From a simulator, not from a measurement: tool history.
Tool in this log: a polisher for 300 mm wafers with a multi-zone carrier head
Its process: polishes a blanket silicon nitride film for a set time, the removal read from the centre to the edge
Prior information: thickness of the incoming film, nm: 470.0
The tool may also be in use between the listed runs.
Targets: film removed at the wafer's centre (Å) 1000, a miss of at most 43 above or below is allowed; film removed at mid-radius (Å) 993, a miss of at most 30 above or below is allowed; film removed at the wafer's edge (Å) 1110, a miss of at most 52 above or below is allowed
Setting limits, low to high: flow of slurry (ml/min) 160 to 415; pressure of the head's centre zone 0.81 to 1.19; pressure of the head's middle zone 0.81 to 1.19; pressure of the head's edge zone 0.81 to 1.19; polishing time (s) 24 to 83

run,day,flow of slurry (ml/min),pressure of the head's centre zone,pressure of the head's middle zone,pressure of the head's edge zone,polishing time (s),film removed at the wafer's centre (Å),film removed at mid-radius (Å),film removed at the wafer's edge (Å)
1,0,265,1,1,1,53,798.74,768.28,796.08
2,0.146,265,1,1,1.07,53,806.51,756.3,777.42
3,0.329,260,0.97,0.97,1.05,59,847.83,807.03,875.36
4,0.638,220,0.97,0.97,1.05,59,820.02,795.55,862.73
5,0.733,225,0.96,0.97,1.05,63,855.31,853.25,943.22
6,0.842,240,0.96,0.97,1.05,65,922.19,898.19,970.38
7,1.058,240,0.95,0.96,1.05,67,937.04,916.16,999.4
8,1.242,230,0.95,0.96,1.05,69,953.44,924.08,996.97

Exactly one of the 4 candidate moves below puts every result within its allowed miss. Which one?
A,1.425,210,0.95,1.14,0.89,64,?,?,?
B,1.425,190,0.93,0.81,1.07,78,?,?,?
C,1.425,205,0.96,0.81,1.11,75,?,?,?
D,1.425,200,0.92,0.94,1.06,77,?,?,?

move,film removed at the wafer's centre (Å),film removed at mid-radius (Å),film removed at the wafer's edge (Å)
A,859.49,973.19,851.27
B,993.3,867.65,1117.2
C,1008.7,850.91,1109.8
D,986,981.88,1106.4
A: brings the last run's worst result on target, with another outside its allowed miss
B: further off than the last run
C: further off than the last run
D: in spec on every target
Correct choice: D, which meets every target

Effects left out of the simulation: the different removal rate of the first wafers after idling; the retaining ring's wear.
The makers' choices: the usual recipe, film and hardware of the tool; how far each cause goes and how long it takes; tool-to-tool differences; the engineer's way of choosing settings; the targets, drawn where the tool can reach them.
